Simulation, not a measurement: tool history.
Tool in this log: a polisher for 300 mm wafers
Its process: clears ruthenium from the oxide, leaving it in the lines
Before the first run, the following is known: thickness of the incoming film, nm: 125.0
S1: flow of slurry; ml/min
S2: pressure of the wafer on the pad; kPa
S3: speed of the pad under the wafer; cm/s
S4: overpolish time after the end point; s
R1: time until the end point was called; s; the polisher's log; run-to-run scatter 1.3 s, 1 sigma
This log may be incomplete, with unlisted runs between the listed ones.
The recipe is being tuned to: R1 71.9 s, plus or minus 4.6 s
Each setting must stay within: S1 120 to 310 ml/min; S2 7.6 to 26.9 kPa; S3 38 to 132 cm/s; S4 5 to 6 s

run,hour,S1,S2,S3,S4,R1
1,0,200,17.2,84,6,122.91
2,0.9,220,17.2,84,6,120.86
3,9.3,220,17.2,84,5,120.21
4,18.1,220,17.2,84,6,124.15
5,27.2,250,17.2,84,6,117.91
6,29.9,250,18.6,84,6,118.56
7,30.9,250,19.3,88,6,107.48
8,37.8,250,19.3,88,6,105.87
9,43.7,250,20,90,6,102.44
10,51.6,250,20.7,92,6,95.904
# hour 56.3: worn pad replaced by a new one
11,56.3,250,21.4,94,6,84.203
12,63.4,250,22.1,94,6,83.153
13,67.8,250,22.8,94,6,81.732
14,69.4,250,22.8,94,6,83.078
15,77,250,23.4,94,6,80.116

Of the 4 settings listed for the next run, only one would bring every result within its allowed miss of target. Which one?
A,84.6,280,26.9,108,5,?
B,84.6,250,24.8,110,5,?
C,84.6,255,23.4,102,6,?
D,84.6,175,25.5,124,5,?

move,R1
A,62.904
B,66.092
C,73.793
D,60.603
A: takes the biggest miss from the last run beyond its target
B: takes the biggest miss from the last run beyond its target
C: all results in spec
D: takes the biggest miss from the last run beyond its target
Go with C: it meets all targets.
